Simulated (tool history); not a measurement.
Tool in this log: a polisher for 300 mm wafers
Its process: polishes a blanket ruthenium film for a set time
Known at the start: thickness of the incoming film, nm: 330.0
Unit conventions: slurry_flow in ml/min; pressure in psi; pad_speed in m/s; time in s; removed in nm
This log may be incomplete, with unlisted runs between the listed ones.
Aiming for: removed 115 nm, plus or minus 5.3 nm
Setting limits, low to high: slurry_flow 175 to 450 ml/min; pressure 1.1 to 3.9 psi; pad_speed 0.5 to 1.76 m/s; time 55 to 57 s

run 1 hour=0 | slurry_flow=290 pressure=2.5 pad_speed=1.12 time=55 | removed=92.726
run 2 hour=3.7 | slurry_flow=290 pressure=2.5 pad_speed=0.98 time=55 | removed=87.204
run 3 hour=11 | slurry_flow=290 pressure=2.5 pad_speed=0.98 time=57 | removed=86.979
run 4 hour=15.1 | slurry_flow=290 pressure=2.6 pad_speed=0.98 time=57 | removed=93.027
run 5 hour=18.5 | slurry_flow=230 pressure=2.6 pad_speed=0.98 time=57 | removed=88.349
run 6 hour=24.7 | slurry_flow=230 pressure=2.3 pad_speed=0.98 time=57 | removed=78.469
run 7 hour=28.3 | slurry_flow=230 pressure=3 pad_speed=1.02 time=57 | removed=104.92
run 8 hour=34.9 | slurry_flow=230 pressure=3 pad_speed=1.02 time=57 | removed=104.17
run 9 hour=36 | slurry_flow=235 pressure=3 pad_speed=1.02 time=57 | removed=105.79

Which of these 4 next moves meets every target?
run A hour=37.1 | slurry_flow=230 pressure=3.7 pad_speed=1.02 time=57 | removed=?
run B hour=37.1 | slurry_flow=240 pressure=3.4 pad_speed=1.04 time=55 | removed=?
run C hour=37.1 | slurry_flow=250 pressure=3 pad_speed=1.04 time=57 | removed=?
run D hour=37.1 | slurry_flow=275 pressure=3.3 pad_speed=1.14 time=57 | removed=?

move=A removed=129.96
move=B removed=117.83
move=C removed=108.62
move=D removed=129.42
A: pushes the last run's worst result past its target
B: every result lands within tolerance
C: closer than the last run, but not yet in spec
D: pushes the last run's worst result past its target
Answer: B
